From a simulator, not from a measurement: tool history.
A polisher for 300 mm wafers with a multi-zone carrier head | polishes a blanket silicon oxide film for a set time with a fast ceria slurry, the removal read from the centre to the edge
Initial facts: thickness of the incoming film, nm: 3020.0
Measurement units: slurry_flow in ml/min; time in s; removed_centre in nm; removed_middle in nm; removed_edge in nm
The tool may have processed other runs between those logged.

run	hour	slurry_flow	centre_zone	middle_zone	edge_zone	time	removed_centre	removed_middle	removed_edge
1	0.0	165	1.00	1.00	1.00	66	1088.80	1070.10	1124.10
2	2.7	160	1.00	0.98	0.98	63	1034.60	998.86	1043.70
3	5.4	155	1.00	0.96	0.97	61	995.99	933.40	971.82
4	12.6	155	1.00	0.96	0.92	61	977.42	942.07	979.14
5	16.5	155	1.00	0.88	0.92	61	981.97	895.18	987.45
6	19.1	170	1.00	0.88	0.92	61	1001.80	908.17	989.44

Run 7 has not been measured yet. What should we expect?
7	20.3	165	1.00	0.87	0.91	59	?	?	?

{"run 7": {"removed_centre": 984.39, "removed_middle": 872.0, "removed_edge": 944.4}}
